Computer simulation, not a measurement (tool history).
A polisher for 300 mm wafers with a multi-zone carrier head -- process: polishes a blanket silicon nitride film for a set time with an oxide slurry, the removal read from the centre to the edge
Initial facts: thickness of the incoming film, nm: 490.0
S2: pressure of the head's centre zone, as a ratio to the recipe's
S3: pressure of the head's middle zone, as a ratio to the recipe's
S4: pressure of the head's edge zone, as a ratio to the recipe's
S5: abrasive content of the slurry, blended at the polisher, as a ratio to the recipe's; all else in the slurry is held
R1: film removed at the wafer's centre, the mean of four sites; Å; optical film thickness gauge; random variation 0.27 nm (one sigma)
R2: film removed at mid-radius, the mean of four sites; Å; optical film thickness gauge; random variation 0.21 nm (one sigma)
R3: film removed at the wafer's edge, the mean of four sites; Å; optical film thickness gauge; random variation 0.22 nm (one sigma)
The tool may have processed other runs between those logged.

Run 1, hour 0.0: flow of slurry (ml/min) 290, S2 1.00, S3 1.00, S4 1.00, S5 1.00, polishing time (s) 42. Result: R1 298.46 Å, R2 290.43 Å, R3 290.90 Å.
Run 2, hour 3.3: flow of slurry (ml/min) 290, S2 1.00, S3 1.00, S4 1.00, S5 1.10, polishing time (s) 42. Result: R1 310.75 Å, R2 304.91 Å, R3 303.86 Å.
Run 3, hour 4.3: flow of slurry (ml/min) 305, S2 1.03, S3 1.00, S4 1.01, S5 1.10, polishing time (s) 42. Result: R1 322.31 Å, R2 303.56 Å, R3 309.45 Å.
Run 4, hour 10.0: flow of slurry (ml/min) 315, S2 1.06, S3 1.01, S4 1.00, S5 1.10, polishing time (s) 42. Result: R1 330.97 Å, R2 302.88 Å, R3 308.26 Å.
Run 5, hour 15.9: flow of slurry (ml/min) 325, S2 1.08, S3 1.02, S4 0.98, S5 1.15, polishing time (s) 42. Result: R1 346.18 Å, R2 314.60 Å, R3 308.88 Å.
Run 6, hour 24.3: flow of slurry (ml/min) 325, S2 1.08, S3 1.02, S4 0.98, S5 1.05, polishing time (s) 42. Result: R1 332.94 Å, R2 304.97 Å, R3 300.13 Å.

Run 7, settings as shown, results not yet in. Your forecast:
Run 7, hour 26.8: flow of slurry (ml/min) 335, S2 1.10, S3 1.02, S4 0.98, S5 1.10, polishing time (s) 42. Result: R1 ?, R2 ?, R3 ?.

Run 7 yielded R1 345.13 Å, R2 308.85 Å, R3 307.36 Å.
